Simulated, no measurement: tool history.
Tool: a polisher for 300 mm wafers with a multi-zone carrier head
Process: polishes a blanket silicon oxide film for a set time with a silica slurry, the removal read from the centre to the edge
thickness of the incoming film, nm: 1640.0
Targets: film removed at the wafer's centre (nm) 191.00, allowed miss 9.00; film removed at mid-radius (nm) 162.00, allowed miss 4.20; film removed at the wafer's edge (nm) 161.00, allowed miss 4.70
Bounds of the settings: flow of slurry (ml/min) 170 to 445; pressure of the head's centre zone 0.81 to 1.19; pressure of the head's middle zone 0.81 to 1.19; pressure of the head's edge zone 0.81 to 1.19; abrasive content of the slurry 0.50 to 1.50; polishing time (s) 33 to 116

run	hour	flow of slurry (ml/min)	pressure of the head's centre zone	pressure of the head's middle zone	pressure of the head's edge zone	abrasive content of the slurry	polishing time (s)	film removed at the wafer's centre (nm)	film removed at mid-radius (nm)	film removed at the wafer's edge (nm)
1	0.0	285	1.00	1.00	1.00	1.00	74	127.16	126.29	132.02
2	4.1	285	1.00	1.06	1.00	1.00	74	127.56	132.01	132.46
3	9.3	295	1.02	1.06	1.00	1.05	74	135.50	138.58	135.82
4	13.9	295	0.97	1.06	1.00	1.05	74	129.57	137.97	135.15
5	19.1	310	1.00	1.06	1.00	1.10	74	138.15	140.48	138.19
6	22.4	315	1.02	1.07	1.02	1.10	74	138.21	142.87	139.52
7	24.6	315	1.04	1.06	1.02	1.15	74	145.65	142.94	141.80
8	33.4	320	1.06	1.06	1.03	1.20	74	152.68	148.04	147.81
9	40.3	320	1.06	1.06	1.03	1.20	74	151.33	147.82	148.03
# hour 43.7: worn pad replaced by a new one
10	43.7	325	1.08	1.06	1.03	1.20	74	168.88	162.30	160.18
11	46.4	330	1.08	1.05	1.01	1.20	74	175.04	160.37	159.87
12	52.2	335	1.08	1.05	1.01	1.15	74	168.30	155.84	157.28
13	61.1	365	1.18	1.08	1.02	1.20	74	191.40	165.10	162.11

4 next moves are on the table. One of them brings every result within its allowed miss. Which?
A	70.0	340	1.14	1.13	1.10	1.25	73	?	?	?
B	70.0	370	1.19	1.09	1.02	1.10	78	?	?	?
C	70.0	395	1.19	1.05	1.02	0.85	87	?	?	?
D	70.0	360	1.19	1.11	1.01	1.15	76	?	?	?

move	film removed at the wafer's centre (nm)	film removed at mid-radius (nm)	film removed at the wafer's edge (nm)
A	185.73	174.24	167.29
B	196.87	171.40	163.31
C	192.17	162.02	159.28
D	195.46	172.86	161.42
A: further off than the last run
B: further off than the last run
C: meets every target
D: further off than the last run
Answer: C

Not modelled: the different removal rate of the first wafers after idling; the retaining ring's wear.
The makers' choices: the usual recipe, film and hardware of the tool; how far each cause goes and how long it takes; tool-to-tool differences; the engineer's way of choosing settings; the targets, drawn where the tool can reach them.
